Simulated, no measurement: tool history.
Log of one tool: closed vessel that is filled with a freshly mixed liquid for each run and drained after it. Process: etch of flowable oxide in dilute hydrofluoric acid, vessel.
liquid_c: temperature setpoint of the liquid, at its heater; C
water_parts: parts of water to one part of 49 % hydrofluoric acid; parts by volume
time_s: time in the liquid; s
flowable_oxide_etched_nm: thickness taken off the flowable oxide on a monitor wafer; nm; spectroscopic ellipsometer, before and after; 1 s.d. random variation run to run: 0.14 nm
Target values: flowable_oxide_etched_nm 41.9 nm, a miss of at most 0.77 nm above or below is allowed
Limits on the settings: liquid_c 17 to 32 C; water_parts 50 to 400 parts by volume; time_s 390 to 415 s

{"run": 1, "hour": 0.0, "liquid_c": 24, "water_parts": 225, "time_s": 390, "flowable_oxide_etched_nm": 35.593}
{"run": 2, "hour": 9.1, "liquid_c": 24, "water_parts": 225, "time_s": 415, "flowable_oxide_etched_nm": 38.126}
{"run": 3, "hour": 18.4, "liquid_c": 24.5, "water_parts": 225, "time_s": 415, "flowable_oxide_etched_nm": 38.89}
{"run": 4, "hour": 20.9, "liquid_c": 25, "water_parts": 225, "time_s": 415, "flowable_oxide_etched_nm": 39.464}
{"run": 5, "hour": 24.8, "liquid_c": 25, "water_parts": 160, "time_s": 415, "flowable_oxide_etched_nm": 59.844}
{"run": 6, "hour": 25.8, "liquid_c": 25, "water_parts": 130, "time_s": 415, "flowable_oxide_etched_nm": 76.08}
{"run": 7, "hour": 33.9, "liquid_c": 23, "water_parts": 145, "time_s": 415, "flowable_oxide_etched_nm": 62.104}
{"run": 8, "hour": 40.7, "liquid_c": 21.5, "water_parts": 150, "time_s": 415, "flowable_oxide_etched_nm": 56.337}
{"run": 9, "hour": 44.0, "liquid_c": 20.5, "water_parts": 155, "time_s": 415, "flowable_oxide_etched_nm": 51.903}
{"run": 10, "hour": 53.0, "liquid_c": 19.5, "water_parts": 160, "time_s": 415, "flowable_oxide_etched_nm": 48.407}
{"run": 11, "hour": 60.8, "liquid_c": 19, "water_parts": 160, "time_s": 415, "flowable_oxide_etched_nm": 47.327}
{"run": 12, "hour": 62.2, "liquid_c": 18.5, "water_parts": 160, "time_s": 415, "flowable_oxide_etched_nm": 46.365}
{"run": 13, "hour": 71.2, "liquid_c": 17, "water_parts": 170, "time_s": 415, "flowable_oxide_etched_nm": 40.652}

Exactly one of the 4 candidate moves below puts every result within its allowed miss. Which one?
{"run": "A", "hour": 80.2, "liquid_c": 22.5, "water_parts": 205, "time_s": 415, "flowable_oxide_etched_nm": "?"}
{"run": "B", "hour": 80.2, "liquid_c": 17, "water_parts": 165, "time_s": 415, "flowable_oxide_etched_nm": "?"}
{"run": "C", "hour": 80.2, "liquid_c": 17.5, "water_parts": 175, "time_s": 415, "flowable_oxide_etched_nm": "?"}
{"run": "D", "hour": 80.2, "liquid_c": 18.5, "water_parts": 170, "time_s": 390, "flowable_oxide_etched_nm": "?"}

move=A flowable_oxide_etched_nm=40.468
move=B flowable_oxide_etched_nm=42.201
move=C flowable_oxide_etched_nm=40.217
move=D flowable_oxide_etched_nm=40.693
A: the biggest miss grows against the last run
B: all results land within tolerance of their targets
C: the biggest miss grows against the last run
D: neither nearer nor further off than the last run
B is the move that brings every result within its allowed miss.

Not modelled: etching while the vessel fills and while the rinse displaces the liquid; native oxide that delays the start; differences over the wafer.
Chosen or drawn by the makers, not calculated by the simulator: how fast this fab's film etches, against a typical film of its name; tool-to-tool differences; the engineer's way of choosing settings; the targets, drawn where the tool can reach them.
